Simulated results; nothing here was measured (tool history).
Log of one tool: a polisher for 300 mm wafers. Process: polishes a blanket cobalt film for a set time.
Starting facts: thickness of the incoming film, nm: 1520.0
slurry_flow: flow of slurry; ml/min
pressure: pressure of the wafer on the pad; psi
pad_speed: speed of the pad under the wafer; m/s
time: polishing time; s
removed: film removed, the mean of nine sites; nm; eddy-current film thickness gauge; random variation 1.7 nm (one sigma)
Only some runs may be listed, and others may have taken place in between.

run	hour	slurry_flow	pressure	pad_speed	time	removed
1	0	295	2.1	1.16	48	239.52
2	1.8	295	1.9	1.14	48	216.54
3	8.5	295	1.9	1.14	48	219.66
4	10.1	295	1.8	1.12	48	212.11
5	12	295	1.7	1.08	48	199.38
6	14.5	365	1.7	1.08	48	208.52
7	21.2	355	1.6	1.06	48	196.67
8	22.7	350	1.5	1.04	48	185.46
9	26.9	345	1.4	1.02	48	179.81
10	33	340	1.3	1	48	166.32
11	37.2	330	1.3	0.98	48	166.79

Run 12, settings as shown, results not yet in. Your forecast:
12	43.1	330	1.3	0.96	48	?

For run 12 the tool returned removed 162.12 nm.

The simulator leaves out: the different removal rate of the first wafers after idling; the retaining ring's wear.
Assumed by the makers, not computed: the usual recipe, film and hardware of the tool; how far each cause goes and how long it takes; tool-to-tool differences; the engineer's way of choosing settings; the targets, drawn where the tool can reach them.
